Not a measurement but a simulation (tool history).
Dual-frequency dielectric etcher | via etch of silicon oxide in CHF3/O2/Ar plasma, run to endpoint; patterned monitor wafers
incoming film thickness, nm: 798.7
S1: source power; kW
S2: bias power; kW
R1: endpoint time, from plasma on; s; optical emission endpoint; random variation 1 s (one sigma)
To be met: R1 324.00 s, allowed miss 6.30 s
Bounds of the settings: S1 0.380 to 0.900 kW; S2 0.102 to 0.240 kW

run	day	S1	S2	R1
1	0.000	0.640	0.171	387.67
2	0.121	0.640	0.193	363.36
3	0.154	0.640	0.176	379.80
4	0.296	0.580	0.176	394.29
5	0.475	0.660	0.181	370.74
6	0.567	0.730	0.181	358.76
7	0.804	0.770	0.185	346.79
8	0.946	0.800	0.187	338.58
9	1.100	0.820	0.188	336.22
10	1.296	0.840	0.189	332.69

Which of these 5 next moves meets every target?
A	1.492	0.840	0.185	?
B	1.492	0.870	0.194	?
C	1.492	0.830	0.185	?
D	1.492	0.840	0.174	?
E	1.492	0.840	0.177	?

move	R1
A	335.15
B	323.09
C	336.59
D	345.88
E	342.83
A: further off than the last run
B: meets every target
C: further off than the last run
D: further off than the last run
E: further off than the last run
Move B is the one to make.
